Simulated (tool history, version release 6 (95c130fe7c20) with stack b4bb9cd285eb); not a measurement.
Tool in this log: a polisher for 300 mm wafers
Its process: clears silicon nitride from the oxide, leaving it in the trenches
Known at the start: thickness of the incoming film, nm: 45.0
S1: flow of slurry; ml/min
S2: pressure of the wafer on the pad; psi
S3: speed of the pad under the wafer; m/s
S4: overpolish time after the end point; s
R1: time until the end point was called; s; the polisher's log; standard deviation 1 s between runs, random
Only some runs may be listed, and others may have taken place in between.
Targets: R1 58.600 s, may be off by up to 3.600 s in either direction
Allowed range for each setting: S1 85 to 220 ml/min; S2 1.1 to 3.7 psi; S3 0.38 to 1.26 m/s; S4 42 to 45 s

run,hour,S1,S2,S3,S4,R1
1,0.0,140,2.4,0.82,42,88.762
2,3.5,160,2.4,0.82,42,89.727
3,12.4,180,2.4,0.82,42,87.282
4,15.5,180,2.4,0.82,42,90.653
# hour 17.9: worn pad replaced by a new one
5,17.9,180,2.4,0.64,42,94.401
6,24.6,180,2.6,0.66,42,87.356
7,28.8,180,2.7,0.68,42,81.986
8,32.4,180,2.8,0.68,42,79.771
9,36.1,180,2.9,0.70,42,75.972

Which single option among these 4 for the next run brings every result within its allowed miss of target? Just one does.
A,39.8,185,2.8,0.84,42,?
B,39.8,190,3.0,0.78,42,?
C,39.8,220,3.7,0.52,42,?
D,39.8,220,3.0,0.92,42,?

move,R1
A,67.419
B,66.193
C,68.706
D,57.873
A: nearer the targets than the last run, but a result is still out of spec
B: nearer the targets than the last run, but a result is still out of spec
C: nearer the targets than the last run, but a result is still out of spec
D: every result within its allowed miss
D is the move that brings every result within its allowed miss.
